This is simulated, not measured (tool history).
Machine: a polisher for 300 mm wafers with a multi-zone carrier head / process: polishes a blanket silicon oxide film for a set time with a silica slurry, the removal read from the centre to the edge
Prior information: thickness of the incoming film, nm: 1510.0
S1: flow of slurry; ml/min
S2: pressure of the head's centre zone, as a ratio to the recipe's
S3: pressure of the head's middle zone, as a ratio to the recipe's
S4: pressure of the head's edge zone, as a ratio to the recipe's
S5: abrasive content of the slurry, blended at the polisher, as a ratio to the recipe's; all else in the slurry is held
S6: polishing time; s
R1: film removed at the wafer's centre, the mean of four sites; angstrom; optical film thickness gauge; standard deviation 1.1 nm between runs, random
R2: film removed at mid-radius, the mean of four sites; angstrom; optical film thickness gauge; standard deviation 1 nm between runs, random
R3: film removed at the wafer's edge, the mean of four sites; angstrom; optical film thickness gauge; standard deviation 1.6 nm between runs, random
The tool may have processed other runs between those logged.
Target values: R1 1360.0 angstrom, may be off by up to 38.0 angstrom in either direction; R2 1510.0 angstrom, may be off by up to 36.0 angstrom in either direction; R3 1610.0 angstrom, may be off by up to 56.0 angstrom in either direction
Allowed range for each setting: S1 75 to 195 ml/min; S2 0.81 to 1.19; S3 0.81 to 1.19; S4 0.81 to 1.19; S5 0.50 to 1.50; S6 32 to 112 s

{"run": 1, "day": 0.0, "S1": 125, "S2": 1.0, "S3": 1.0, "S4": 1.0, "S5": 1.0, "S6": 72, "R1": 1715.5, "R2": 1784.8, "R3": 1776.5}
{"run": 2, "day": 0.367, "S1": 110, "S2": 0.96, "S3": 0.98, "S4": 0.99, "S5": 1.0, "S6": 72, "R1": 1599.9, "R2": 1706.3, "R3": 1720.9}
{"run": 3, "day": 0.646, "S1": 100, "S2": 0.93, "S3": 0.96, "S4": 0.99, "S5": 1.0, "S6": 72, "R1": 1519.2, "R2": 1638.4, "R3": 1710.3}
{"run": 4, "day": 0.692, "S1": 100, "S2": 0.93, "S3": 0.96, "S4": 0.99, "S5": 1.1, "S6": 72, "R1": 1589.3, "R2": 1732.1, "R3": 1781.8}
{"run": 5, "day": 0.779, "S1": 95, "S2": 0.9, "S3": 0.94, "S4": 0.96, "S5": 1.1, "S6": 72, "R1": 1519.4, "R2": 1674.4, "R3": 1744.6}
{"run": 6, "day": 1.067, "S1": 95, "S2": 0.9, "S3": 0.86, "S4": 0.96, "S5": 1.1, "S6": 72, "R1": 1530.6, "R2": 1535.9, "R3": 1747.4}
{"run": 7, "day": 1.162, "S1": 90, "S2": 0.88, "S3": 0.87, "S4": 0.93, "S5": 1.1, "S6": 72, "R1": 1471.2, "R2": 1541.0, "R3": 1727.1}
{"run": 8, "day": 1.242, "S1": 85, "S2": 0.87, "S3": 0.88, "S4": 0.9, "S5": 1.1, "S6": 72, "R1": 1418.7, "R2": 1542.1, "R3": 1675.3}
{"run": 9, "day": 1.575, "S1": 85, "S2": 0.87, "S3": 0.88, "S4": 0.89, "S5": 1.1, "S6": 72, "R1": 1406.1, "R2": 1522.2, "R3": 1677.4}
{"run": 10, "day": 1.867, "S1": 85, "S2": 0.87, "S3": 0.89, "S4": 0.87, "S5": 1.1, "S6": 72, "R1": 1407.9, "R2": 1529.2, "R3": 1664.5}
{"run": 11, "day": 1.929, "S1": 85, "S2": 0.87, "S3": 0.9, "S4": 0.85, "S5": 1.1, "S6": 72, "R1": 1419.6, "R2": 1548.4, "R3": 1618.4}

Consider the 5 candidate settings below. Which is the only one whose results all fall within their allowed miss of target?
{"run": "A", "day": 1.992, "S1": 75, "S2": 0.89, "S3": 0.92, "S4": 0.92, "S5": 1.3, "S6": 70, "R1": "?", "R2": "?", "R3": "?"}
{"run": "B", "day": 1.992, "S1": 100, "S2": 0.96, "S3": 0.92, "S4": 0.86, "S5": 1.15, "S6": 65, "R1": "?", "R2": "?", "R3": "?"}
{"run": "C", "day": 1.992, "S1": 85, "S2": 0.91, "S3": 0.88, "S4": 0.81, "S5": 1.05, "S6": 73, "R1": "?", "R2": "?", "R3": "?"}
{"run": "D", "day": 1.992, "S1": 110, "S2": 0.82, "S3": 0.86, "S4": 0.82, "S5": 0.9, "S6": 75, "R1": "?", "R2": "?", "R3": "?"}
{"run": "E", "day": 1.992, "S1": 80, "S2": 0.82, "S3": 0.95, "S4": 0.84, "S5": 1.05, "S6": 74, "R1": "?", "R2": "?", "R3": "?"}

move=A R1=1462.2 R2=1602.1 R3=1713.0
move=B R1=1525.1 R2=1527.4 R3=1553.1
move=C R1=1479.7 R2=1518.9 R3=1593.4
move=D R1=1365.8 R2=1513.1 R3=1589.4
move=E R1=1324.0 R2=1613.4 R3=1615.0
A: lands further from the targets than the last run did
B: lands further from the targets than the last run did
C: lands further from the targets than the last run did
D: each result inside its tolerance
E: the worst result of the last run now meets its target, but another is out of spec
Answer: D
